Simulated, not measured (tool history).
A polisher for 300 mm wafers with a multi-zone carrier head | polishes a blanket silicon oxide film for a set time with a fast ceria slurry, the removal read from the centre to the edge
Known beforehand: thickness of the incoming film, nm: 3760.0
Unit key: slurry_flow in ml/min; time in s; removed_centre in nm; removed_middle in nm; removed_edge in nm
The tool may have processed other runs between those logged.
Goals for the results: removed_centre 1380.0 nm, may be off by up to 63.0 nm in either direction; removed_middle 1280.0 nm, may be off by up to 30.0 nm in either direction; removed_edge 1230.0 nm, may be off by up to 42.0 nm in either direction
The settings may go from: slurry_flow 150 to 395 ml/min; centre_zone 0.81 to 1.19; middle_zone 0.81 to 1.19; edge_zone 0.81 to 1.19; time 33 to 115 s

{"run": 1, "hour": 0.0, "slurry_flow": 250, "centre_zone": 1.0, "middle_zone": 1.0, "edge_zone": 1.0, "time": 73, "removed_centre": 1052.0, "removed_middle": 1060.7, "removed_edge": 1057.5}
{"run": 2, "hour": 6.6, "slurry_flow": 250, "centre_zone": 1.0, "middle_zone": 1.0, "edge_zone": 1.0, "time": 91, "removed_centre": 1337.4, "removed_middle": 1310.6, "removed_edge": 1347.3}
{"run": 3, "hour": 14.3, "slurry_flow": 245, "centre_zone": 1.01, "middle_zone": 1.0, "edge_zone": 0.97, "time": 91, "removed_centre": 1348.6, "removed_middle": 1317.8, "removed_edge": 1321.2}
{"run": 4, "hour": 19.8, "slurry_flow": 245, "centre_zone": 1.01, "middle_zone": 1.0, "edge_zone": 0.92, "time": 91, "removed_centre": 1315.3, "removed_middle": 1310.2, "removed_edge": 1279.0}
{"run": 5, "hour": 20.7, "slurry_flow": 205, "centre_zone": 1.01, "middle_zone": 1.0, "edge_zone": 0.92, "time": 91, "removed_centre": 1315.8, "removed_middle": 1274.9, "removed_edge": 1272.5}
{"run": 6, "hour": 22.6, "slurry_flow": 205, "centre_zone": 1.01, "middle_zone": 1.08, "edge_zone": 0.92, "time": 91, "removed_centre": 1301.6, "removed_middle": 1362.9, "removed_edge": 1270.7}
{"run": 7, "hour": 24.8, "slurry_flow": 200, "centre_zone": 1.03, "middle_zone": 1.07, "edge_zone": 0.91, "time": 91, "removed_centre": 1318.2, "removed_middle": 1331.3, "removed_edge": 1269.9}
{"run": 8, "hour": 31.9, "slurry_flow": 195, "centre_zone": 1.05, "middle_zone": 1.07, "edge_zone": 0.89, "time": 91, "removed_centre": 1342.1, "removed_middle": 1340.4, "removed_edge": 1233.3}
{"run": 9, "hour": 32.5, "slurry_flow": 195, "centre_zone": 1.05, "middle_zone": 1.07, "edge_zone": 0.89, "time": 91, "removed_centre": 1324.7, "removed_middle": 1346.3, "removed_edge": 1235.5}
{"run": 10, "hour": 40.9, "slurry_flow": 185, "centre_zone": 1.06, "middle_zone": 1.06, "edge_zone": 0.89, "time": 91, "removed_centre": 1361.8, "removed_middle": 1321.3, "removed_edge": 1250.7}

Below are 4 possible settings for the next run. Only one of them brings all results inside the allowed miss of their targets. Which is it?
{"run": "A", "hour": 49.3, "slurry_flow": 170, "centre_zone": 0.99, "middle_zone": 0.99, "edge_zone": 1.08, "time": 89, "removed_centre": "?", "removed_middle": "?", "removed_edge": "?"}
{"run": "B", "hour": 49.3, "slurry_flow": 150, "centre_zone": 1.04, "middle_zone": 1.14, "edge_zone": 0.91, "time": 87, "removed_centre": "?", "removed_middle": "?", "removed_edge": "?"}
{"run": "C", "hour": 49.3, "slurry_flow": 295, "centre_zone": 1.11, "middle_zone": 1.1, "edge_zone": 0.83, "time": 87, "removed_centre": "?", "removed_middle": "?", "removed_edge": "?"}
{"run": "D", "hour": 49.3, "slurry_flow": 280, "centre_zone": 1.09, "middle_zone": 1.02, "edge_zone": 0.93, "time": 86, "removed_centre": "?", "removed_middle": "?", "removed_edge": "?"}

move=A removed_centre=1202.1 removed_middle=1187.1 removed_edge=1304.2
move=B removed_centre=1198.0 removed_middle=1272.5 removed_edge=1148.3
move=C removed_centre=1446.7 removed_middle=1378.2 removed_edge=1196.4
move=D removed_centre=1394.5 removed_middle=1270.2 removed_edge=1241.2
A: the result that was furthest off in the last run now lies on the other side of its target
B: puts the biggest miss on target and leaves a different result outside tolerance
C: further off than the last run
D: all results in spec
D meets every target.

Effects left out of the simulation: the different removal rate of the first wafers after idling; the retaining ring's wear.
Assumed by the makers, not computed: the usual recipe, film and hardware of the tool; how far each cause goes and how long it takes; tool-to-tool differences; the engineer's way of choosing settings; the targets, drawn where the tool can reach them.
